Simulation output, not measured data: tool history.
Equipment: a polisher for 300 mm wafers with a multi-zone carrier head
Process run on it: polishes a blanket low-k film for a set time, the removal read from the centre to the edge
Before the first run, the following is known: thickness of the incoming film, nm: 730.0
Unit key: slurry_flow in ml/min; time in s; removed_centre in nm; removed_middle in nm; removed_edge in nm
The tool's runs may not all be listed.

run	hour	slurry_flow	centre_zone	middle_zone	edge_zone	slurry_solids	time	removed_centre	removed_middle	removed_edge
1	0	180	1	1	1	1	71	20.392	20.627	20.477
2	8	180	1	1	1	1	78	22.81	22.934	22.905
3	16.6	170	1	0.95	0.97	0.95	78	21.922	21.676	21.994
4	23.9	165	1.01	0.91	0.97	0.9	78	21.469	20.26	21.671
5	27.5	160	1.02	0.89	0.95	0.85	78	21.181	19.267	20.068
6	36.2	160	1.02	0.94	0.95	0.85	78	21.283	19.49	20.361

Estimate the outcome of run 7 from the log above:
7	37.1	150	1.02	0.92	0.95	0.85	78	?	?	?

removed_centre: 20.781 nm
removed_middle: 19.667 nm
removed_edge: 20.048 nm
